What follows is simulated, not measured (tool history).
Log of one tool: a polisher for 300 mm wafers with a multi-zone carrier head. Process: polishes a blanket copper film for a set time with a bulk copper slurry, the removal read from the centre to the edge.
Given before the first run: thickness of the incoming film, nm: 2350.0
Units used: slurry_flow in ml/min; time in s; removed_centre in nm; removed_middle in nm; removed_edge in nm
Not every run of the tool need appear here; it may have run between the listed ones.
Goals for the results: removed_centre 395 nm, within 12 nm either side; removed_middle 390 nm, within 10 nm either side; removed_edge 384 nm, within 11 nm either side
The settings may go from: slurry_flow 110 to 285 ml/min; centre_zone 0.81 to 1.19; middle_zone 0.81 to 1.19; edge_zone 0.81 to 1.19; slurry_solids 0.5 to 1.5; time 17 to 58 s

run,hour,slurry_flow,centre_zone,middle_zone,edge_zone,slurry_solids,time,removed_centre,removed_middle,removed_edge
1,0,180,1,1,1,1,37,287.23,292.8,285.1
2,7.3,195,1.02,1.02,1.05,1.15,38,321.45,322,311.75
3,10.8,205,1.02,1.03,1.09,1.25,39,331.1,337.04,333.1
4,17,220,1.04,1.04,1.12,1.35,39,346.82,348.48,345.42
5,23.4,230,1.05,1.05,1.14,1.4,39,357.22,361.84,357.16
6,30.8,230,1.13,1.05,1.14,1.4,39,383.72,353.28,355.69
7,35.5,240,1.12,1.06,1.16,1.45,39,373.65,360.67,357.86
8,37.2,245,1.12,1.06,1.17,1.45,40,395.22,376.12,377.81
9,38.5,250,1.11,1.07,1.17,1.45,40,390.36,377.04,373.15
10,46.1,255,1.11,1.07,1.18,1.45,40,391.52,377.65,374.79

Of the 5 settings listed for the next run, only one would bring every result within its allowed miss of target. Which one?
A,53.7,245,1.1,1.07,1.05,1.15,43,?,?,?
B,53.7,240,1.03,0.94,1.1,1.45,43,?,?,?
C,53.7,200,1.04,0.99,1.19,1.4,43,?,?,?
D,53.7,230,1.16,1.03,1.17,1.5,39,?,?,?
E,53.7,265,1.1,1.08,1.19,1.5,40,?,?,?

move,removed_centre,removed_middle,removed_edge
A,389.48,389.71,358.31
B,386.15,367.56,386.33
C,378.76,373.92,392.94
D,390.63,361.11,362.54
E,388.02,390.93,378.57
A: gets the furthest-off result to its target, but another result is out of tolerance
B: its largest miss is bigger than the last run's
C: its largest miss is bigger than the last run's
D: its largest miss is bigger than the last run's
E: every result within its allowed miss
Answer: E
